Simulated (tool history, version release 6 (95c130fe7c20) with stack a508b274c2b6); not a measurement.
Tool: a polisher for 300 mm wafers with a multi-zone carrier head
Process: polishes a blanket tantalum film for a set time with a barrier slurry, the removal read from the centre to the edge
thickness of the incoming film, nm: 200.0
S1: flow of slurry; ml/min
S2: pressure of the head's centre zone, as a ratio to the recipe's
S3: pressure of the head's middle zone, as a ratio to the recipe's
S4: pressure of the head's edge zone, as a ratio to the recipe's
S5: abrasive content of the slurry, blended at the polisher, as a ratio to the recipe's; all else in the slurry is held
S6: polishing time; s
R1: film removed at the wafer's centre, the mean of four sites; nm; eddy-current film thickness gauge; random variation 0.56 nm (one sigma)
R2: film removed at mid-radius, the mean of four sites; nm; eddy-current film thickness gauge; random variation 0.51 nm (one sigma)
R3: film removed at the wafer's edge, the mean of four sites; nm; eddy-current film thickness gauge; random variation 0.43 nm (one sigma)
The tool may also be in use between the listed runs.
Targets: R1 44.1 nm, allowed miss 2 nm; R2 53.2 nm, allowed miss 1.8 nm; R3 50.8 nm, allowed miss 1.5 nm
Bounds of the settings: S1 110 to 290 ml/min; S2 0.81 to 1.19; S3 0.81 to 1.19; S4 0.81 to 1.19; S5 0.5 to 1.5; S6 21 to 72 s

Run 1, hour 0: S1 185 ml/min, S2 1, S3 1, S4 1, S5 1, S6 46 s. Result: R1 43.829 nm, R2 42.527 nm, R3 44.194 nm.
Run 2, hour 6.9: S1 190 ml/min, S2 0.99, S3 1.02, S4 1.02, S5 1, S6 46 s. Result: R1 42.347 nm, R2 43.35 nm, R3 44.004 nm.
Run 3, hour 10: S1 190 ml/min, S2 0.95, S3 1.02, S4 1.02, S5 1, S6 46 s. Result: R1 41.026 nm, R2 43.409 nm, R3 44.065 nm.
Run 4, hour 12.9: S1 195 ml/min, S2 0.95, S3 1.03, S4 1.03, S5 1.05, S6 46 s. Result: R1 41.67 nm, R2 45.332 nm, R3 45.248 nm.
Run 5, hour 14: S1 195 ml/min, S2 0.95, S3 1.03, S4 1.03, S5 0.9, S6 46 s. Result: R1 40.142 nm, R2 42.152 nm, R3 42.855 nm.
Run 6, hour 22.2: S1 200 ml/min, S2 0.95, S3 1.04, S4 1.04, S5 0.95, S6 46 s. Result: R1 41.318 nm, R2 43.629 nm, R3 43.899 nm.
Run 7, hour 30.1: S1 205 ml/min, S2 0.94, S3 1.05, S4 1.05, S5 1, S6 46 s. Result: R1 42.07 nm, R2 44.505 nm, R3 45.387 nm.
Run 8, hour 36.9: S1 210 ml/min, S2 0.93, S3 1.07, S4 1.05, S5 1.05, S6 46 s. Result: R1 41.213 nm, R2 45.853 nm, R3 45.987 nm.
Run 9, hour 45.7: S1 215 ml/min, S2 0.93, S3 1.08, S4 1.05, S5 1.1, S6 46 s. Result: R1 42.129 nm, R2 47.742 nm, R3 46.976 nm.
Run 10, hour 48.4: S1 220 ml/min, S2 0.93, S3 1.09, S4 1.06, S5 1.1, S6 46 s. Result: R1 42.079 nm, R2 48.578 nm, R3 46.403 nm.
Run 11, hour 53.1: S1 220 ml/min, S2 0.93, S3 1.09, S4 1.07, S5 1.1, S6 46 s. Result: R1 42.479 nm, R2 48.21 nm, R3 46.601 nm.
Run 12, hour 55.6: S1 230 ml/min, S2 0.91, S3 1.1, S4 1.09, S5 1.2, S6 46 s. Result: R1 43.22 nm, R2 50.52 nm, R3 49.493 nm.
Run 13, hour 56.5: S1 240 ml/min, S2 0.91, S3 1.12, S4 1.1, S5 1.2, S6 46 s. Result: R1 41.675 nm, R2 51.692 nm, R3 48.701 nm.
Run 14, hour 65.3: S1 240 ml/min, S2 0.93, S3 1.11, S4 1.11, S5 1.25, S6 46 s. Result: R1 44.674 nm, R2 50.972 nm, R3 50.349 nm.

5 next moves are on the table. One of them brings every result within its allowed miss. Which?
Run A, hour 74.1: S1 175 ml/min, S2 0.94, S3 1.04, S4 1.11, S5 1.5, S6 46 s. Result: R1 ?, R2 ?, R3 ?.
Run B, hour 74.1: S1 255 ml/min, S2 0.94, S3 1.18, S4 1.09, S5 1.1, S6 49 s. Result: R1 ?, R2 ?, R3 ?.
Run C, hour 74.1: S1 265 ml/min, S2 1.02, S3 1.12, S4 1.02, S5 1.4, S6 46 s. Result: R1 ?, R2 ?, R3 ?.
Run D, hour 74.1: S1 220 ml/min, S2 0.89, S3 1.12, S4 1.06, S5 1.5, S6 46 s. Result: R1 ?, R2 ?, R3 ?.
Run E, hour 74.1: S1 175 ml/min, S2 0.9, S3 1, S4 1.01, S5 1.1, S6 51 s. Result: R1 ?, R2 ?, R3 ?.

move      R1      R2      R3
   A  44.435  48.462  49.788
   B  46.425  55.791  50.503
   C  50.527  53.543  49.142
   D   43.64  53.218  49.914
   E  43.665  48.234  49.061
A: further off than the last run
B: takes the result that was furthest off past its target
C: brings the result that was furthest off to its target, and leaves another outside
D: meets every target
E: further off than the last run
Answer: D

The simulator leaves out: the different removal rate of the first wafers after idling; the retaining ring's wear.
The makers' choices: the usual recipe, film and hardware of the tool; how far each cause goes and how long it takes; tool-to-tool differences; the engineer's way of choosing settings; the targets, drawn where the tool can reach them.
